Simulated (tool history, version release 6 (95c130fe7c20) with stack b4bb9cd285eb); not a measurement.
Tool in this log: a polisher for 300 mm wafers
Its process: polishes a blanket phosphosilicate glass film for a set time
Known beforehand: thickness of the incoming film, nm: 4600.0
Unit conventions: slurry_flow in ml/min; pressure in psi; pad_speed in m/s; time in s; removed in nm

| run | hour | slurry_flow | pressure | pad_speed | slurry_solids | time | removed |
|---|---|---|---|---|---|---|---|
| 1 | 0 | 195 | 3.4 | 0.84 | 1 | 26 | 254.33 |
| 2 | 3.6 | 195 | 3.1 | 0.84 | 1 | 26 | 223.08 |
| 3 | 8 | 150 | 3.1 | 0.84 | 1 | 26 | 223 |
| 4 | 9.9 | 150 | 2.9 | 0.84 | 1 | 26 | 204.11 |
| 5 | 14.5 | 170 | 2.9 | 0.84 | 1 | 26 | 209.36 |
| 6 | 21.1 | 200 | 2.9 | 0.84 | 1 | 26 | 215.82 |
| 7 | 25.5 | 195 | 2.8 | 0.84 | 1 | 26 | 208.1 |

The next listed run, before its measurement:
| 8 | 30.7 | 190 | 2.3 | 0.84 | 1 | 26 | ? |

{"run 8": {"removed": 167.55}}

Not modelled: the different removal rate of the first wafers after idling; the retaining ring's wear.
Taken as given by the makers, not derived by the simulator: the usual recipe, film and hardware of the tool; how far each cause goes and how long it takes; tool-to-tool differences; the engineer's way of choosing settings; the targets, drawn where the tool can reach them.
